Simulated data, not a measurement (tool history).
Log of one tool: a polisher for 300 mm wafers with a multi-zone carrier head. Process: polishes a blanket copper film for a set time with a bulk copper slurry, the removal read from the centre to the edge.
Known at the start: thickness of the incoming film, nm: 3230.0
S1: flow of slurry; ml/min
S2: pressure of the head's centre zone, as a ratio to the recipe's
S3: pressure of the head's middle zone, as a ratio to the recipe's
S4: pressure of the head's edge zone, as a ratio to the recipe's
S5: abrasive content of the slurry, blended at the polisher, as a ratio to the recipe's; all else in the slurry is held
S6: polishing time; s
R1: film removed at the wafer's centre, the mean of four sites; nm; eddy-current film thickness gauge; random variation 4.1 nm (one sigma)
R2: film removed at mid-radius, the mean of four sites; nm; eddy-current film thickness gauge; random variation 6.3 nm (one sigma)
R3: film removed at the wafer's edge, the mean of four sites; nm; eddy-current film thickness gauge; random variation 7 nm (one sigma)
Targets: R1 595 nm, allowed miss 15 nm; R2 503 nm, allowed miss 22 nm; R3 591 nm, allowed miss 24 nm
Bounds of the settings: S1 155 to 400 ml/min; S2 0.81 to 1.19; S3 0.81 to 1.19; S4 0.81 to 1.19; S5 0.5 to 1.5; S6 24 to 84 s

run  hour   S1    S2    S3    S4    S5  S6      R1      R2      R3
  1     0  255     1     1     1     1  54  483.47  508.64  491.11
  2   5.4  195     1     1     1     1  54  470.14  489.01  493.73
  3  13.8  195     1     1     1  1.15  54  486.31  514.11  504.14
  4  22.6  190  1.02  0.97  1.03   1.2  54  502.61  502.45   525.5
     27.3  -- worn pad replaced by a new one
  5  27.3  190  0.99  0.97  1.03   1.2  54  528.28  546.07  571.39
  6    33  205     1  0.94  1.03   1.2  54  541.72  539.81  566.89
  7  34.6  205     1  0.94  1.03   1.2  54  545.98  556.76  573.14
  8  37.7  200  1.02  0.92  1.05  1.15  54  546.62  530.15  578.36
  9  40.4  250   1.1  0.86  1.05  1.15  54  614.36  535.13   590.3

Which of these 5 next moves meets every target?
  A  43.1  270  1.14  0.81  1.07  1.05  55   ?   ?   ?
  B  43.1  230  1.06  0.81  1.17  0.95  58   ?   ?   ?
  C  43.1  165  1.16  0.81  1.18  1.15  53   ?   ?   ?
  D  43.1  270  1.09  0.84  1.11   1.2  52   ?   ?   ?
  E  43.1  200  1.07  0.81  1.18  1.05  57   ?   ?   ?

move      R1      R2      R3
   A   632.8  502.78  589.35
   B  588.75  504.54  621.84
   C  586.99  461.99  580.42
   D  594.77  506.37  590.03
   E  588.42   500.6     623
A: brings the result that was furthest off to its target, and leaves another outside
B: brings the result that was furthest off to its target, and leaves another outside
C: takes the result that was furthest off past its target
D: meets every target
E: brings the result that was furthest off to its target, and leaves another outside
The right move is D.
